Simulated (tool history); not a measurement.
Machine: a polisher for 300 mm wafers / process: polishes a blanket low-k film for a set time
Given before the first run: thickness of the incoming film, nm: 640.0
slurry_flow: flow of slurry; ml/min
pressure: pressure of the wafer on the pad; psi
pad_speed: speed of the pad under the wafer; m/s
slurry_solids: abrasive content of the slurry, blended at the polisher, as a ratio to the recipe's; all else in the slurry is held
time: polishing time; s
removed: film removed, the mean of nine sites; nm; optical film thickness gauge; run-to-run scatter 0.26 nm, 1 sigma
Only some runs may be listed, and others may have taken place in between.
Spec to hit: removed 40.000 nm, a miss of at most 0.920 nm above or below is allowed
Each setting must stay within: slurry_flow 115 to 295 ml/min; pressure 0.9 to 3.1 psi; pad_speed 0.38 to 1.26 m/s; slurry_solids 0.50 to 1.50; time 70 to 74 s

Run 1, hour 0.0: slurry_flow 190 ml/min, pressure 2.0 psi, pad_speed 0.82 m/s, slurry_solids 1.00, time 70 s. Result: removed 17.513 nm.
Run 2, hour 9.0: slurry_flow 205 ml/min, pressure 2.4 psi, pad_speed 0.90 m/s, slurry_solids 1.00, time 70 s. Result: removed 21.711 nm.
Run 3, hour 15.3: slurry_flow 170 ml/min, pressure 2.4 psi, pad_speed 0.90 m/s, slurry_solids 1.00, time 70 s. Result: removed 20.942 nm.
Run 4, hour 16.1: slurry_flow 170 ml/min, pressure 2.4 psi, pad_speed 0.98 m/s, slurry_solids 1.00, time 70 s. Result: removed 22.105 nm.
Run 5, hour 21.6: slurry_flow 170 ml/min, pressure 1.9 psi, pad_speed 0.98 m/s, slurry_solids 1.00, time 70 s. Result: removed 18.130 nm.
Run 6, hour 27.9: slurry_flow 200 ml/min, pressure 2.3 psi, pad_speed 1.08 m/s, slurry_solids 1.00, time 70 s. Result: removed 23.402 nm.
Run 7, hour 35.7: slurry_flow 200 ml/min, pressure 2.9 psi, pad_speed 1.26 m/s, slurry_solids 1.10, time 70 s. Result: removed 32.315 nm.
Run 8, hour 36.3: slurry_flow 210 ml/min, pressure 3.0 psi, pad_speed 1.26 m/s, slurry_solids 1.20, time 71 s. Result: removed 35.689 nm.
Run 9, hour 42.9: slurry_flow 210 ml/min, pressure 3.0 psi, pad_speed 1.26 m/s, slurry_solids 1.20, time 71 s. Result: removed 35.009 nm.
Run 10, hour 46.4: slurry_flow 215 ml/min, pressure 3.0 psi, pad_speed 1.26 m/s, slurry_solids 1.30, time 72 s. Result: removed 36.965 nm.
Run 11, hour 48.2: slurry_flow 220 ml/min, pressure 3.0 psi, pad_speed 1.26 m/s, slurry_solids 1.35, time 72 s. Result: removed 37.671 nm.
Run 12, hour 54.3: slurry_flow 240 ml/min, pressure 3.1 psi, pad_speed 1.26 m/s, slurry_solids 1.35, time 72 s. Result: removed 38.693 nm.

Which one of the following 4 next-run settings gets every result inside its allowed miss? There is exactly one.
Run A, hour 60.4: slurry_flow 250 ml/min, pressure 2.9 psi, pad_speed 1.26 m/s, slurry_solids 1.30, time 72 s. Result: removed ?.
Run B, hour 60.4: slurry_flow 225 ml/min, pressure 3.1 psi, pad_speed 1.26 m/s, slurry_solids 1.35, time 74 s. Result: removed ?.
Run C, hour 60.4: slurry_flow 245 ml/min, pressure 3.1 psi, pad_speed 1.26 m/s, slurry_solids 1.35, time 70 s. Result: removed ?.
Run D, hour 60.4: slurry_flow 260 ml/min, pressure 3.0 psi, pad_speed 1.18 m/s, slurry_solids 1.40, time 72 s. Result: removed ?.

move  removed
   A   36.518
   B   39.690
   C   37.904
   D   37.401
A: its largest miss is bigger than the last run's
B: each result inside its tolerance
C: its largest miss is bigger than the last run's
D: its largest miss is bigger than the last run's
Answer: B
